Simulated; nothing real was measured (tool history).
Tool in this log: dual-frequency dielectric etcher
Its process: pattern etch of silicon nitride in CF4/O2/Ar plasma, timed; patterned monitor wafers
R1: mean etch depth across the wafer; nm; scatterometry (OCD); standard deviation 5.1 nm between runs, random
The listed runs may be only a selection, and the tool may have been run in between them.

Run 1, hour 0.0: source power (W) 740, bias power (W) 59, Ar flow (sccm) 92, CF4 flow (sccm) 130, etch time (s) 506.5. Result: R1 1650.3 nm.
Run 2, hour 7.9: source power (W) 640, bias power (W) 51, Ar flow (sccm) 101, CF4 flow (sccm) 118, etch time (s) 506.5. Result: R1 1313.9 nm.
Run 3, hour 16.0: source power (W) 640, bias power (W) 51, Ar flow (sccm) 101, CF4 flow (sccm) 118, etch time (s) 529.0. Result: R1 1371.4 nm.
Run 4, hour 16.7: source power (W) 580, bias power (W) 46, Ar flow (sccm) 103, CF4 flow (sccm) 117, etch time (s) 529.0. Result: R1 1197.1 nm.
Run 5, hour 23.7: source power (W) 580, bias power (W) 46, Ar flow (sccm) 103, CF4 flow (sccm) 117, etch time (s) 506.5. Result: R1 1140.5 nm.
Run 6, hour 30.1: source power (W) 580, bias power (W) 46, Ar flow (sccm) 111, CF4 flow (sccm) 117, etch time (s) 506.5. Result: R1 1130.9 nm.

What does the tool deliver on the next run?
Run 7, hour 34.4: source power (W) 540, bias power (W) 46, Ar flow (sccm) 111, CF4 flow (sccm) 117, etch time (s) 506.5. Result: R1 ?.

R1: 1044.4 nm
